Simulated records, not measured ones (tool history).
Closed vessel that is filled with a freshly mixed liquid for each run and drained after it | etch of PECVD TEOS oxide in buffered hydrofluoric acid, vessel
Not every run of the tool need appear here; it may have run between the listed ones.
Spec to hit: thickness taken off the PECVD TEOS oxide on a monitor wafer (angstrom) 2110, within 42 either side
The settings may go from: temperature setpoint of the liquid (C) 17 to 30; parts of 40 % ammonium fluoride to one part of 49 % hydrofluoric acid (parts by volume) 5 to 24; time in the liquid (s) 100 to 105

run	hour	temperature setpoint of the liquid (C)	parts of 40 % ammonium fluoride to one part of 49 % hydrofluoric acid (parts by volume)	time in the liquid (s)	thickness taken off the PECVD TEOS oxide on a monitor wafer (angstrom)
1	0	22	14.5	100	1597.2
2	4.7	22	10.5	100	2192.6
3	7.6	22	6.5	100	3451.8
4	14	19	6.5	100	2928.8
5	17	19	5	100	3638.4
6	26.3	18.5	6.5	100	2805.5
7	34.2	18	7	100	2555.1
8	40.5	17.5	7.5	100	2303

Which of these 4 next moves meets every target?
A	46.8	17.5	8.5	100	?
B	46.8	18.5	9	100	?
C	46.8	18	8	100	?
D	46.8	17	8	100	?

move	thickness taken off the PECVD TEOS oxide on a monitor wafer (angstrom)
A	2028.4
B	2017.4
C	2228.7
D	2105.4
A: takes the biggest miss from the last run beyond its target
B: takes the biggest miss from the last run beyond its target
C: an improvement on the last run, though not all results are within tolerance
D: all results in spec
D is the move that brings every result within its allowed miss.
